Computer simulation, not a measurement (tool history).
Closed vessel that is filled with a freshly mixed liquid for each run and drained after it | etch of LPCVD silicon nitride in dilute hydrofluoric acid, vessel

run,hour,temperature setpoint of the liquid (°C),parts of water to one part of 49 % hydrofluoric acid (parts by volume),time in the liquid (s),thickness taken off the LPCVD silicon nitride on a monitor wafer (nm)
1,0.0,24.0,175,2800,10.628
2,9.5,24.0,120,2800,15.689
3,17.9,25.5,115,2800,17.987
4,25.9,25.5,160,2800,12.916
5,32.6,24.0,160,2800,11.773
6,39.0,24.0,160,3010,12.601
7,44.8,25.5,155,3010,14.296
8,47.3,26.5,145,3010,16.111
9,49.1,27.5,135,3010,18.561
10,51.5,28.5,130,3010,20.505
11,55.0,29.0,125,3010,21.944
# hour 58.8: thermometer replaced
12,58.8,32.0,110,3010,26.238

Run 13 comes next. What will it give?
13,64.5,32.0,105,3010,?

{"run 13": {"thickness taken off the LPCVD silicon nitride on a monitor wafer (nm)": 27.581}}
